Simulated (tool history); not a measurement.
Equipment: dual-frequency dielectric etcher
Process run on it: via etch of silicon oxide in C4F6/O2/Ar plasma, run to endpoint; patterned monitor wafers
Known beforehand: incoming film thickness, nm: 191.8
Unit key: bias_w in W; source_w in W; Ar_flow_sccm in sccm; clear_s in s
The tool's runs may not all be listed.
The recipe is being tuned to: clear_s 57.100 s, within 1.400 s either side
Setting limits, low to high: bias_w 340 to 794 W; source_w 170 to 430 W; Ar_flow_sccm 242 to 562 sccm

run	hour	bias_w	source_w	Ar_flow_sccm	clear_s
1	0.0	567	300	402	45.699
2	0.8	567	300	357	45.327
3	1.6	567	300	317	44.854
4	2.6	567	300	355	44.326
5	9.8	567	300	301	44.824
6	12.8	515	280	304	48.211
7	16.5	476	270	305	49.841
8	21.1	446	260	306	51.708
9	28.3	423	250	307	54.315
10	33.9	410	250	307	54.482
11	36.9	398	250	307	54.774
12	42.3	387	250	307	54.581
13	51.1	378	250	307	55.626
14	57.8	378	250	307	55.617
15	59.4	371	250	307	55.439

Which single option among these 4 for the next run brings every result within its allowed miss of target? Just one does.
A	61.0	436	250	304	?
B	61.0	355	280	325	?
C	61.0	372	250	243	?
D	61.0	396	240	344	?

move	clear_s
A	53.160
B	52.683
C	54.313
D	56.598
A: misses by more than the last run did
B: misses by more than the last run did
C: misses by more than the last run did
D: all results land within tolerance of their targets
The move that meets every target is D.

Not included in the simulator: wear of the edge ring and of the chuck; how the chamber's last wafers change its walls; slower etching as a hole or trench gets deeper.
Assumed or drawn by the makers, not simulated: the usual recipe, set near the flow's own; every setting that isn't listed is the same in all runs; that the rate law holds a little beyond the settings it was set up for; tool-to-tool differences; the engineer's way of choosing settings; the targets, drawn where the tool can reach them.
